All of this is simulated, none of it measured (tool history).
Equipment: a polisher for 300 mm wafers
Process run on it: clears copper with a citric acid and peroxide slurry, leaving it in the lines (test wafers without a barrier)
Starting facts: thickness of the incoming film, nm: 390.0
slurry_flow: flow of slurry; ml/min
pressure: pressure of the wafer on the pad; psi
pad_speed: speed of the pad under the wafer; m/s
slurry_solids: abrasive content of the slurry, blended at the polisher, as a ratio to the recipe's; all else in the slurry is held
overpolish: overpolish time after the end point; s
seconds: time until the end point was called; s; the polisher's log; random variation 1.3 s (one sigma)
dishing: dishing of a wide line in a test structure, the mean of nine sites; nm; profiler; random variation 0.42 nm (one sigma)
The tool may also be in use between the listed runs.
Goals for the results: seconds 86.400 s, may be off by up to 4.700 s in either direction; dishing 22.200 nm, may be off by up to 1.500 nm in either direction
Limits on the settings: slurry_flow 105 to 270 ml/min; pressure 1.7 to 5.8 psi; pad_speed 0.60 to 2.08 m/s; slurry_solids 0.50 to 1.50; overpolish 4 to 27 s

| run | hour | slurry_flow | pressure | pad_speed | slurry_solids | overpolish | seconds | dishing |
|---|---|---|---|---|---|---|---|---|
| 1 | 0.0 | 175 | 3.7 | 1.34 | 1.00 | 14 | 109.770 | 29.646 |
| 2 | 4.2 | 175 | 2.8 | 1.34 | 1.00 | 14 | 138.120 | 23.466 |
| 3 | 11.7 | 175 | 3.1 | 1.36 | 1.00 | 12 | 123.950 | 23.198 |
| 4 | 15.9 | 175 | 3.1 | 1.54 | 1.00 | 12 | 111.660 | 25.067 |
| 5 | 22.5 | 175 | 3.1 | 1.54 | 0.85 | 12 | 114.860 | 24.625 |
| 6 | 27.1 | 175 | 2.4 | 1.54 | 0.85 | 12 | 144.350 | 20.782 |
| 7 | 32.5 | 175 | 2.7 | 1.54 | 0.85 | 11 | 129.580 | 20.109 |
| 8 | 38.0 | 175 | 3.0 | 1.54 | 0.85 | 10 | 118.550 | 19.873 |
| 9 | 45.6 | 175 | 3.2 | 1.54 | 0.85 | 10 | 113.330 | 20.843 |
| 10 | 48.8 | 175 | 3.4 | 1.54 | 0.85 | 10 | 106.530 | 22.031 |
| 11 | 55.0 | 175 | 3.5 | 1.54 | 0.85 | 10 | 104.060 | 22.181 |
|  | 60.9 | slurry blender recalibrated |
| 12 | 60.9 | 180 | 4.3 | 1.56 | 0.85 | 7 | 79.922 | 21.636 |
| 13 | 69.0 | 180 | 4.2 | 1.56 | 0.85 | 7 | 79.387 | 20.896 |

5 next moves are on the table. One of them brings every result within its allowed miss. Which?
| A | 77.1 | 155 | 4.4 | 1.62 | 0.95 | 8 | ? | ? |
| B | 77.1 | 175 | 4.6 | 1.52 | 0.95 | 8 | ? | ? |
| C | 77.1 | 160 | 4.3 | 1.56 | 0.65 | 9 | ? | ? |
| D | 77.1 | 175 | 5.2 | 1.22 | 0.80 | 8 | ? | ? |
| E | 77.1 | 235 | 4.4 | 1.46 | 1.05 | 7 | ? | ? |

| move | seconds | dishing |
|---|---|---|
| A | 73.125 | 24.869 |
| B | 73.257 | 24.853 |
| C | 84.251 | 24.349 |
| D | 84.789 | 21.908 |
| E | 74.247 | 21.830 |
A: its largest miss is bigger than the last run's
B: its largest miss is bigger than the last run's
C: the furthest-off result lands on target, but another misses its tolerance
D: all results in spec
E: its largest miss is bigger than the last run's
Move D is the one to make.

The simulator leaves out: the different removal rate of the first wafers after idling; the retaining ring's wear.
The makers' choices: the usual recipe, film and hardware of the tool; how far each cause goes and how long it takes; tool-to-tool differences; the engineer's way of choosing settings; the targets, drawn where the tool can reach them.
